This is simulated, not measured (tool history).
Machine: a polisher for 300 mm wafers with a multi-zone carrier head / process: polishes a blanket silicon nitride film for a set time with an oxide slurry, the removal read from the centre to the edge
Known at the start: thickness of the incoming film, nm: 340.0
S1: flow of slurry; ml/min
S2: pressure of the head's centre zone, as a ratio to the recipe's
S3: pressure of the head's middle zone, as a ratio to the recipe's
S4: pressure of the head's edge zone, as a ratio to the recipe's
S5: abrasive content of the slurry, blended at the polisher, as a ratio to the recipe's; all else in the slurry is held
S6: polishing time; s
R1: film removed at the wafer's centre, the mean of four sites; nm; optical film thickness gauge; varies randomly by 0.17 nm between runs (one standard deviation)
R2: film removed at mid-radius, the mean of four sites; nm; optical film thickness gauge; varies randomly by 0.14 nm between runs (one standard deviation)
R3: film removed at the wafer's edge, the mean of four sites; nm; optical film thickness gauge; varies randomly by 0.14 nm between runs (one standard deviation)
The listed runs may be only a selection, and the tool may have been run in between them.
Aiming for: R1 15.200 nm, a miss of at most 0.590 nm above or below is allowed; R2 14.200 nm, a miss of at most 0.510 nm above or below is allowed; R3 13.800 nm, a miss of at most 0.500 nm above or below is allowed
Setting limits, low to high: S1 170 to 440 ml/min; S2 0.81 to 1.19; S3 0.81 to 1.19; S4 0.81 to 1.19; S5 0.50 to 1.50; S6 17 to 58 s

Run 1, hour 0.0: S1 280 ml/min, S2 1.00, S3 1.00, S4 1.00, S5 1.00, S6 37 s. Result: R1 20.831 nm, R2 20.410 nm, R3 20.944 nm.
Run 2, hour 1.1: S1 280 ml/min, S2 1.00, S3 1.00, S4 0.98, S5 0.90, S6 36 s. Result: R1 18.838 nm, R2 18.408 nm, R3 18.568 nm.
Run 3, hour 6.5: S1 280 ml/min, S2 1.00, S3 1.00, S4 0.98, S5 0.90, S6 42 s. Result: R1 21.647 nm, R2 21.660 nm, R3 21.984 nm.
Run 4, hour 11.4: S1 280 ml/min, S2 1.00, S3 0.99, S4 0.96, S5 0.85, S6 41 s. Result: R1 20.359 nm, R2 20.144 nm, R3 20.353 nm.
Run 5, hour 15.2: S1 280 ml/min, S2 1.00, S3 0.98, S4 0.94, S5 0.80, S6 41 s. Result: R1 19.386 nm, R2 18.784 nm, R3 19.073 nm.
Run 6, hour 20.6: S1 280 ml/min, S2 1.00, S3 0.98, S4 0.94, S5 0.95, S6 41 s. Result: R1 21.968 nm, R2 21.275 nm, R3 21.924 nm.
Run 7, hour 28.2: S1 285 ml/min, S2 1.00, S3 0.98, S4 0.93, S5 0.90, S6 41 s. Result: R1 21.730 nm, R2 20.584 nm, R3 21.031 nm.
Run 8, hour 30.6: S1 285 ml/min, S2 1.00, S3 0.98, S4 0.92, S5 0.85, S6 41 s. Result: R1 20.292 nm, R2 19.947 nm, R3 19.921 nm.
Run 9, hour 33.4: S1 285 ml/min, S2 1.00, S3 0.98, S4 0.92, S5 0.85, S6 41 s. Result: R1 20.508 nm, R2 19.931 nm, R3 19.576 nm.
Run 10, hour 39.6: S1 290 ml/min, S2 1.00, S3 0.97, S4 0.91, S5 0.80, S6 41 s. Result: R1 19.283 nm, R2 18.535 nm, R3 18.738 nm.

Which single option among these 4 for the next run brings every result within its allowed miss of target? Just one does.
Run A, hour 45.8: S1 270 ml/min, S2 1.13, S3 0.97, S4 0.83, S5 0.80, S6 31 s. Result: R1 ?, R2 ?, R3 ?.
Run B, hour 45.8: S1 265 ml/min, S2 1.10, S3 1.07, S4 0.98, S5 0.75, S6 31 s. Result: R1 ?, R2 ?, R3 ?.
Run C, hour 45.8: S1 325 ml/min, S2 1.00, S3 0.85, S4 0.96, S5 0.85, S6 30 s. Result: R1 ?, R2 ?, R3 ?.
Run D, hour 45.8: S1 300 ml/min, S2 1.05, S3 0.92, S4 0.90, S5 0.80, S6 30 s. Result: R1 ?, R2 ?, R3 ?.

move      R1      R2      R3
   A  16.915  14.025  13.657
   B  15.563  14.337  13.919
   C  15.500  13.097  15.059
   D  15.398  13.176  13.840
A: brings the last run's worst result on target, with another outside its allowed miss
B: all results land within tolerance of their targets
C: an improvement on the last run, though not all results are within tolerance
D: brings the last run's worst result on target, with another outside its allowed miss
Go with B: it meets all targets.
